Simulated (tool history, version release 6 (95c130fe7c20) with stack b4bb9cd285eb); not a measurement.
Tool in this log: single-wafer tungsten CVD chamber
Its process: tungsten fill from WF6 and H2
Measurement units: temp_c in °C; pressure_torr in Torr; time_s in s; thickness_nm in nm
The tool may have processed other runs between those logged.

Run 1, hour 0: temp_c 375 °C, pressure_torr 44.4 Torr, time_s 24.9 s. Result: thickness_nm 47.656 nm.
Run 2, hour 1: temp_c 368 °C, pressure_torr 44.2 Torr, time_s 24.9 s. Result: thickness_nm 41.768 nm.
Run 3, hour 9.6: temp_c 363 °C, pressure_torr 44 Torr, time_s 24.9 s. Result: thickness_nm 38.156 nm.
Run 4, hour 17.6: temp_c 363 °C, pressure_torr 48.8 Torr, time_s 24.9 s. Result: thickness_nm 40.876 nm.
Run 5, hour 18.4: temp_c 359 °C, pressure_torr 47.6 Torr, time_s 24.9 s. Result: thickness_nm 36.904 nm.
Run 6, hour 24: temp_c 366 °C, pressure_torr 47.6 Torr, time_s 24.9 s. Result: thickness_nm 42.318 nm.
Run 7, hour 29.7: temp_c 361 °C, pressure_torr 47 Torr, time_s 24.9 s. Result: thickness_nm 38.521 nm.
Run 8, hour 33.6: temp_c 358 °C, pressure_torr 46.2 Torr, time_s 24.9 s. Result: thickness_nm 35.626 nm.

Run 9 is up next; what results do you expect?
Run 9, hour 38.8: temp_c 356 °C, pressure_torr 46.1 Torr, time_s 24.9 s. Result: thickness_nm ?.

thickness_nm: 34.28 nm
